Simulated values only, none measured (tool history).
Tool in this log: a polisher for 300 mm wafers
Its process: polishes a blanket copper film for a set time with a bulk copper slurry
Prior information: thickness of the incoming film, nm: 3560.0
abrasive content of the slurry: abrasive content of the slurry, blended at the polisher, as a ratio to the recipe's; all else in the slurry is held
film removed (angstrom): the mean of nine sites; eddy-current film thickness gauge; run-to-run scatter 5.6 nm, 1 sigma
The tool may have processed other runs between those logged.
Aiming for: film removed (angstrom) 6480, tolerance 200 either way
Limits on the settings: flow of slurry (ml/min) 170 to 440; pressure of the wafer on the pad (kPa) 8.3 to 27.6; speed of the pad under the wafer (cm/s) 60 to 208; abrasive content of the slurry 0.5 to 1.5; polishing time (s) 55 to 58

run    day  flow of slurry (ml/min)  pressure of the wafer on the pad (kPa)  speed of the pad under the wafer (cm/s)  abrasive content of the slurry  polishing time (s)  film removed (angstrom)
  1      0                      280                                    17.9                                      134                               1                  55                   5231.1
  2    0.1                      320                                    17.9                                      134                               1                  55                   5216.7
  3  0.367                      320                                    17.9                                      134                               1                  55                   5354.9
  4  0.662                      325                                    18.6                                      134                               1                  55                   5441.7
  5  0.729                      325                                    16.5                                      134                               1                  55                   4870.6
  6  0.962                      260                                    16.5                                      134                               1                  55                   4732.5
  7   1.05                      265                                    17.2                                      134                               1                  55                   4951.8
  8  1.196                      265                                    17.9                                      134                               1                  55                   5177.2
  9  1.396                      265                                    18.6                                      134                               1                  55                   5410.4
 10  1.746                      265                                    19.3                                      134                               1                  55                   5581.4
 11    2.1                      265                                      20                                      134                               1                  55                   5775.2
 12  2.158                      265                                    20.7                                      134                               1                  55                   5947.8
 13  2.342                      270                                    21.4                                      134                               1                  55                   6105.2

Pick the move, out of 5, that brings all results within their allowed miss; only one does.
  A  2.525                      325                                      20                                      130                               1                  55                        ?
  B  2.525                      260                                    23.4                                      108                             0.9                  58                        ?
  C  2.525                      295                                    20.7                                      138                               1                  55                        ?
  D  2.525                      285                                    24.8                                      116                            1.15                  55                        ?
  E  2.525                      310                                    22.1                                      132                             0.8                  55                        ?

move  film removed (angstrom)
   A                   5710.7
   B                   5921.5
   C                     6138
   D                   6530.3
   E                   6153.5
A: further off than the last run
B: further off than the last run
C: closes in on the targets versus the last run, not all within tolerance yet
D: all results in spec
E: closes in on the targets versus the last run, not all within tolerance yet
D is the move that brings every result within its allowed miss.

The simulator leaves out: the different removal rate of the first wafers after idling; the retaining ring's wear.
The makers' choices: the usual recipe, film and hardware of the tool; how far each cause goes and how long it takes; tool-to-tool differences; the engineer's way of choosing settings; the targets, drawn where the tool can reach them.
